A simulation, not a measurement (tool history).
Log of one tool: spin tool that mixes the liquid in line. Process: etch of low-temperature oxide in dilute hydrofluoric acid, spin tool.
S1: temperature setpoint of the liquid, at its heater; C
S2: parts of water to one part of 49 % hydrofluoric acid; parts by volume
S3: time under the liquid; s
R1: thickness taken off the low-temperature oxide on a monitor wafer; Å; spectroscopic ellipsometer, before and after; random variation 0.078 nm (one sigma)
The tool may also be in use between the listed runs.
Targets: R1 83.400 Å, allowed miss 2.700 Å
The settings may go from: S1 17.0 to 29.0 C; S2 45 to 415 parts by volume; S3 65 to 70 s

run 1 hour=0.0 | S1=21.0 S2=230 S3=65 | R1=62.925
run 2 hour=1.7 | S1=23.5 S2=230 S3=65 | R1=68.205
run 3 hour=3.9 | S1=22.0 S2=230 S3=65 | R1=65.039
run 4 hour=11.9 | S1=23.5 S2=225 S3=65 | R1=69.861
run 5 hour=16.5 | S1=25.0 S2=225 S3=65 | R1=73.371
run 6 hour=19.0 | S1=22.0 S2=225 S3=65 | R1=67.028
run 7 hour=28.0 | S1=23.5 S2=225 S3=65 | R1=70.037
run 8 hour=34.5 | S1=25.0 S2=225 S3=65 | R1=75.898
run 9 hour=35.9 | S1=25.5 S2=225 S3=65 | R1=75.171
run 10 hour=40.2 | S1=26.5 S2=225 S3=65 | R1=77.773
run 11 hour=46.9 | S1=27.0 S2=225 S3=65 | R1=78.551

5 next moves are on the table. One of them brings every result within its allowed miss. Which?
run A hour=53.6 | S1=27.0 S2=215 S3=65 | R1=?
run B hour=53.6 | S1=28.0 S2=245 S3=65 | R1=?
run C hour=53.6 | S1=28.0 S2=210 S3=65 | R1=?
run D hour=53.6 | S1=28.5 S2=210 S3=65 | R1=?
run E hour=53.6 | S1=27.0 S2=205 S3=65 | R1=?

move=A R1=85.478
move=B R1=75.094
move=C R1=91.172
move=D R1=92.782
move=E R1=90.672
A: meets every target
B: further off than the last run
C: takes the result that was furthest off past its target
D: takes the result that was furthest off past its target
E: takes the result that was furthest off past its target
The right move is A.
